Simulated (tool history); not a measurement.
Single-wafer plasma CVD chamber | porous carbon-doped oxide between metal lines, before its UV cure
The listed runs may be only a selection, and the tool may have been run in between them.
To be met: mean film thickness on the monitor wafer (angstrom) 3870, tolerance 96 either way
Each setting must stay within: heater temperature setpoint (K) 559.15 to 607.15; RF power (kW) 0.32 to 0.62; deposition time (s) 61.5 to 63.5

| run | hour | heater temperature setpoint (K) | RF power (kW) | deposition time (s) | mean film thickness on the monitor wafer (angstrom) |
|---|---|---|---|---|---|
| 1 | 0 | 583.15 | 0.47 | 61.5 | 3264.5 |
| 2 | 1 | 583.15 | 0.47 | 61.5 | 3252.3 |
| 3 | 7.8 | 583.15 | 0.535 | 61.5 | 3628.7 |
| 4 | 10.8 | 582.15 | 0.535 | 61.5 | 3644.8 |
| 5 | 16.8 | 588.15 | 0.535 | 61.5 | 3512.7 |
| 6 | 21.2 | 586.15 | 0.54 | 61.5 | 3584.5 |
| 7 | 23 | 585.15 | 0.54 | 61.5 | 3610.5 |
| 8 | 26.7 | 584.15 | 0.54 | 61.5 | 3630.4 |
| 9 | 33.2 | 583.15 | 0.54 | 61.5 | 3648.3 |
| 10 | 34.1 | 582.15 | 0.54 | 61.5 | 3673.3 |

Exercise: of the 4 proposed moves below, exactly one satisfies all targets within the stated allowed misses. Which move is it?
| A | 35 | 589.15 | 0.505 | 62.2 | ? |
| B | 35 | 581.15 | 0.575 | 61.5 | ? |
| C | 35 | 580.15 | 0.54 | 61.5 | ? |
| D | 35 | 598.15 | 0.52 | 63.5 | ? |

| move | mean film thickness on the monitor wafer (angstrom) |
|---|---|
| A | 3377.5 |
| B | 3867.3 |
| C | 3705.1 |
| D | 3365.2 |
A: the biggest miss grows against the last run
B: each result inside its tolerance
C: moves toward the targets from the last run without getting all of them in spec
D: the biggest miss grows against the last run
B meets every target.
